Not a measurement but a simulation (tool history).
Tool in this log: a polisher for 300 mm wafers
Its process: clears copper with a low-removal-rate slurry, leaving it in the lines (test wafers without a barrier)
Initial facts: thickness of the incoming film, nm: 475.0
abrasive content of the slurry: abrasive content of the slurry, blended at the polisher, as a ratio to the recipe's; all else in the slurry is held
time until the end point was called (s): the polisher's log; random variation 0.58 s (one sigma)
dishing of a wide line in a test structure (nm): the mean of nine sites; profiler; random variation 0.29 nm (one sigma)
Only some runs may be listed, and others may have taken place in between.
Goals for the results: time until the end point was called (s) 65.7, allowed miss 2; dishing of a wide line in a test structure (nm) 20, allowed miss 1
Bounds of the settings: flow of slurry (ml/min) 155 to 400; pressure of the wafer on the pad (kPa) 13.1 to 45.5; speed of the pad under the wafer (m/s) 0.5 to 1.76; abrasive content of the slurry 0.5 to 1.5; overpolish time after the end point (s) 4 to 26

run  hour  flow of slurry (ml/min)  pressure of the wafer on the pad (kPa)  speed of the pad under the wafer (m/s)  abrasive content of the slurry  overpolish time after the end point (s)  time until the end point was called (s)  dishing of a wide line in a test structure (nm)
  1     0                      255                                      29                                    1.12                               1                                       13                                   81.102                                           44.336
  2   3.4                      260                                    28.3                                    1.18                               1                                       10                                   79.243                                           37.823
  3  10.2                      250                                    27.6                                    1.22                            1.05                                        8                                   77.708                                           31.347
  4  12.3                      250                                    27.6                                     1.4                            1.05                                        8                                   69.044                                           34.801
  5  13.9                      225                                    25.5                                     1.5                             1.2                                        7                                   67.029                                           31.211
  6  21.3                      205                                    23.4                                    1.58                             1.3                                        6                                   68.241                                           27.381
  7  26.8                      205                                    23.4                                    1.58                             1.3                                        6                                   68.175                                           27.593
  8  29.1                      190                                    22.1                                    1.64                            1.35                                        5                                   70.111                                           22.586
  9    31                      180                                    22.1                                    1.66                             1.4                                        5                                   69.944                                           23.216
 10  37.3                      175                                    22.1                                    1.68                            1.45                                        5                                   68.728                                           23.711
 11  44.3                      170                                    22.1                                     1.7                            1.45                                        5                                   68.124                                           23.899
 12  52.3                      165                                    22.1                                    1.72                            1.45                                        5                                   68.023                                           24.584
 13  56.6                      200                                    20.7                                    1.74                            1.45                                        5                                   68.148                                           23.448
 14  63.2                      225                                      20                                    1.74                            1.45                                        5                                   69.436                                           23.396
 15  65.9                      205                                      20                                    1.74                            1.45                                        5                                   70.003                                           22.678
 16  71.4                      200                                      20                                    1.74                            1.45                                        5                                   71.446                                           22.766
 17  74.5                      185                                    20.7                                    1.74                            1.45                                        5                                   69.674                                           23.279
 18  81.3                      200                                    20.7                                    1.74                            1.45                                        5                                   68.925                                           23.332

4 candidate next runs follow, results not yet known. Just one meets every target within its allowed miss. Identify it.
  A  88.1                      250                                    22.1                                    1.74                             1.5                                        6                                        ?                                                ?
  B  88.1                      185                                    20.7                                    1.76                            1.35                                        6                                        ?                                                ?
  C  88.1                      250                                    20.7                                    1.76                             1.4                                        4                                        ?                                                ?
  D  88.1                      205                                    23.4                                    1.62                            1.35                                        6                                        ?                                                ?

move  time until the end point was called (s)  dishing of a wide line in a test structure (nm)
   A                                   61.083                                           29.903
   B                                   68.797                                           26.998
   C                                   65.476                                           19.783
   D                                   65.182                                           28.365
A: misses by more than the last run did
B: misses by more than the last run did
C: in spec on every target
D: misses by more than the last run did
So the answer is move C, the one that meets all the targets.
